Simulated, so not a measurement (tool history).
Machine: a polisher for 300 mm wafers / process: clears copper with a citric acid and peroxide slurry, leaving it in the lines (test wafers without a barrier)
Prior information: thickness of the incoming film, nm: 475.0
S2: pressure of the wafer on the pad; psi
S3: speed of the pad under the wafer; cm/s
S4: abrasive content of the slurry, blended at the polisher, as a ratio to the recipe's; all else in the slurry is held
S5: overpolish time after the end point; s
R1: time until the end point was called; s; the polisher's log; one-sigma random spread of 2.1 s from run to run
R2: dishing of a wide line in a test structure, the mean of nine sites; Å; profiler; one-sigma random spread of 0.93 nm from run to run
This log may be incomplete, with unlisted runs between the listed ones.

{"run": 1, "hour": 0.0, "flow of slurry (ml/min)": 180, "S2": 3.4, "S3": 126, "S4": 1.0, "S5": 18, "R1": 172.21, "R2": 317.83}
{"run": 2, "hour": 0.8, "flow of slurry (ml/min)": 180, "S2": 3.4, "S3": 100, "S4": 1.0, "S5": 18, "R1": 205.28, "R2": 260.05}
{"run": 3, "hour": 8.5, "flow of slurry (ml/min)": 180, "S2": 3.8, "S3": 100, "S4": 1.0, "S5": 18, "R1": 194.52, "R2": 283.62}
{"run": 4, "hour": 17.2, "flow of slurry (ml/min)": 180, "S2": 3.8, "S3": 100, "S4": 1.0, "S5": 13, "R1": 193.75, "R2": 220.19}
{"run": 5, "hour": 25.4, "flow of slurry (ml/min)": 180, "S2": 4.0, "S3": 102, "S4": 1.0, "S5": 13, "R1": 179.93, "R2": 236.28}
{"run": 6, "hour": 33.5, "flow of slurry (ml/min)": 180, "S2": 4.6, "S3": 102, "S4": 1.0, "S5": 13, "R1": 162.38, "R2": 263.68}
{"run": 7, "hour": 41.2, "flow of slurry (ml/min)": 180, "S2": 4.7, "S3": 104, "S4": 1.0, "S5": 13, "R1": 154.81, "R2": 262.94}
{"run": 8, "hour": 48.4, "flow of slurry (ml/min)": 180, "S2": 4.8, "S3": 106, "S4": 1.0, "S5": 14, "R1": 150.44, "R2": 308.49}
{"run": 9, "hour": 53.5, "flow of slurry (ml/min)": 180, "S2": 4.9, "S3": 106, "S4": 1.0, "S5": 14, "R1": 143.88, "R2": 288.81}

Run 10 has not been measured yet. What should we expect?
{"run": 10, "hour": 58.3, "flow of slurry (ml/min)": 180, "S2": 4.9, "S3": 106, "S4": 1.0, "S5": 15, "R1": "?", "R2": "?"}

Run 10 gave R1 143.59 s, R2 307.88 Å.

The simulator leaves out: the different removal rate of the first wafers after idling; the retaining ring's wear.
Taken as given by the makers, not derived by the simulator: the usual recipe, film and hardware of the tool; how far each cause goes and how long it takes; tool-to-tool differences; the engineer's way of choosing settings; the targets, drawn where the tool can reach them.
